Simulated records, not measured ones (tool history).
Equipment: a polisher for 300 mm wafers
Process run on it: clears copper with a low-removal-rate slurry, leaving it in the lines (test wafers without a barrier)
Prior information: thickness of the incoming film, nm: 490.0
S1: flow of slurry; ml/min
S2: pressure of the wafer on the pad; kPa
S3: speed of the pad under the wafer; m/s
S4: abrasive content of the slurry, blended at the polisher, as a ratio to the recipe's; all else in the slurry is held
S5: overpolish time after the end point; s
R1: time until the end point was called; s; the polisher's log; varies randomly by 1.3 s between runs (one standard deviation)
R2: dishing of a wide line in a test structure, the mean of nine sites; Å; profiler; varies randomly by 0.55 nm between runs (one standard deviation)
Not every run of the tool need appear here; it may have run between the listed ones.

{"run": 1, "day": 0.0, "S1": 195, "S2": 15.9, "S3": 1.32, "S4": 1.0, "S5": 23, "R1": 209.54, "R2": 362.72}
{"run": 2, "day": 0.071, "S1": 200, "S2": 16.5, "S3": 1.32, "S4": 1.0, "S5": 23, "R1": 208.53, "R2": 375.67}
{"run": 3, "day": 0.283, "S1": 155, "S2": 16.5, "S3": 1.32, "S4": 1.0, "S5": 23, "R1": 210.75, "R2": 362.73}
{"run": 4, "day": 0.562, "S1": 130, "S2": 16.5, "S3": 1.32, "S4": 1.0, "S5": 23, "R1": 216.53, "R2": 353.78}
{"day": 0.838, "done": "worn pad replaced by a new one"}
{"run": 5, "day": 0.838, "S1": 130, "S2": 16.5, "S3": 1.12, "S4": 1.0, "S5": 23, "R1": 230.98, "R2": 344.48}
{"run": 6, "day": 0.879, "S1": 130, "S2": 16.5, "S3": 1.12, "S4": 1.0, "S5": 16, "R1": 229.46, "R2": 250.28}
{"run": 7, "day": 1.188, "S1": 135, "S2": 17.2, "S3": 1.12, "S4": 1.0, "S5": 17, "R1": 222.3, "R2": 283.52}
{"run": 8, "day": 1.371, "S1": 140, "S2": 17.9, "S3": 1.12, "S4": 1.0, "S5": 17, "R1": 206.31, "R2": 282.06}
{"run": 9, "day": 1.596, "S1": 145, "S2": 18.6, "S3": 1.12, "S4": 1.0, "S5": 18, "R1": 201.64, "R2": 312.57}
{"run": 10, "day": 1.971, "S1": 150, "S2": 19.3, "S3": 1.12, "S4": 1.0, "S5": 18, "R1": 191.73, "R2": 322.17}
{"run": 11, "day": 2.146, "S1": 155, "S2": 20.0, "S3": 1.12, "S4": 1.0, "S5": 18, "R1": 184.43, "R2": 334.94}
{"run": 12, "day": 2.308, "S1": 155, "S2": 20.7, "S3": 1.12, "S4": 1.0, "S5": 18, "R1": 179.88, "R2": 340.59}

Forecast run 13:
{"run": 13, "day": 2.571, "S1": 155, "S2": 21.4, "S3": 1.12, "S4": 1.0, "S5": 18, "R1": "?", "R2": "?"}

R1: 176.58 s
R2: 348.33 Å

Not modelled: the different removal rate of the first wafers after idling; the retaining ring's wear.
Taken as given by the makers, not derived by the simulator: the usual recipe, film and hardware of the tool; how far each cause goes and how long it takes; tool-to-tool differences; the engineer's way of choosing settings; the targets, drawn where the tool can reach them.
